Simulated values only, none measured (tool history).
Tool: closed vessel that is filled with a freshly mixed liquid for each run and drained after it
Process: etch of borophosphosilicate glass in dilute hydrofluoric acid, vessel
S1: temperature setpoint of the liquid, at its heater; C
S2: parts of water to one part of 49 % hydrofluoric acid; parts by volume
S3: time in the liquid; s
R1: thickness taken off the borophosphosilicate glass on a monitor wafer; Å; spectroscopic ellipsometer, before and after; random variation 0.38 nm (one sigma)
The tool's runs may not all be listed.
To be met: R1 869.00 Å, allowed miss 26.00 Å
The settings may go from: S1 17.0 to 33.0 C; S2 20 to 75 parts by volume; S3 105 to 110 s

run,hour,S1,S2,S3,R1
1,0.0,25.0,45,105,731.38
2,3.2,25.5,45,105,743.41
3,12.0,25.5,40,105,842.68
4,16.2,25.5,30,105,1125.80
5,19.0,25.5,30,105,1134.00
6,24.8,24.5,30,105,1078.80
7,31.6,20.5,30,105,918.57
8,32.8,20.0,30,105,897.55

5 next moves are on the table. One of them brings every result within its allowed miss. Which?
A,34.0,19.5,30,105,?
B,34.0,20.5,30,105,?
C,34.0,19.5,30,110,?
D,34.0,20.0,30,110,?
E,34.0,21.0,30,105,?

move,R1
A,880.29
B,919.06
C,922.21
D,942.34
E,938.97
A: meets every target
B: further off than the last run
C: further off than the last run
D: further off than the last run
E: further off than the last run
The right move is A.
